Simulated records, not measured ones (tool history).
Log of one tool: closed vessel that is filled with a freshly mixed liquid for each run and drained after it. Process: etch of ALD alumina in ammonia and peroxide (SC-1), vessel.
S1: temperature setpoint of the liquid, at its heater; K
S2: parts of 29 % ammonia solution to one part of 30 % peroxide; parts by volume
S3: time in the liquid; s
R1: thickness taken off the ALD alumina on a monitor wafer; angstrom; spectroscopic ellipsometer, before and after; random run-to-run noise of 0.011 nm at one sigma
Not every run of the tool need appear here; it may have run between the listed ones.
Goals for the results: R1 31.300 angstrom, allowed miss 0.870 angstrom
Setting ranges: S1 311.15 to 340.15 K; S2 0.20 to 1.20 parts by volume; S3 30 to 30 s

Run 1, hour 0.0: S1 324.15 K, S2 0.90 parts by volume, S3 30 s. Result: R1 26.854 angstrom.
Run 2, hour 4.4: S1 324.15 K, S2 0.90 parts by volume, S3 30 s. Result: R1 27.014 angstrom.
Run 3, hour 7.9: S1 324.15 K, S2 0.65 parts by volume, S3 30 s. Result: R1 26.110 angstrom.
Run 4, hour 14.1: S1 324.15 K, S2 0.65 parts by volume, S3 30 s. Result: R1 26.103 angstrom.
Run 5, hour 20.8: S1 324.65 K, S2 0.65 parts by volume, S3 30 s. Result: R1 26.795 angstrom.
Run 6, hour 27.3: S1 325.15 K, S2 0.65 parts by volume, S3 30 s. Result: R1 27.724 angstrom.
Run 7, hour 35.6: S1 325.65 K, S2 0.65 parts by volume, S3 30 s. Result: R1 28.448 angstrom.
Run 8, hour 39.8: S1 326.15 K, S2 0.65 parts by volume, S3 30 s. Result: R1 29.024 angstrom.
Run 9, hour 41.1: S1 326.65 K, S2 0.65 parts by volume, S3 30 s. Result: R1 30.042 angstrom.

Of the 5 settings listed for the next run, only one would bring every result within its allowed miss of target. Which one?
Run A, hour 42.4: S1 326.65 K, S2 0.50 parts by volume, S3 30 s. Result: R1 ?.
Run B, hour 42.4: S1 326.15 K, S2 0.75 parts by volume, S3 30 s. Result: R1 ?.
Run C, hour 42.4: S1 327.15 K, S2 0.85 parts by volume, S3 30 s. Result: R1 ?.
Run D, hour 42.4: S1 327.65 K, S2 0.25 parts by volume, S3 30 s. Result: R1 ?.
Run E, hour 42.4: S1 325.65 K, S2 0.50 parts by volume, S3 30 s. Result: R1 ?.

move      R1
   A  29.383
   B  29.727
   C  31.742
   D  29.020
   E  27.841
A: further off than the last run
B: further off than the last run
C: all results in spec
D: further off than the last run
E: further off than the last run
So the answer is move C, the one that meets all the targets.
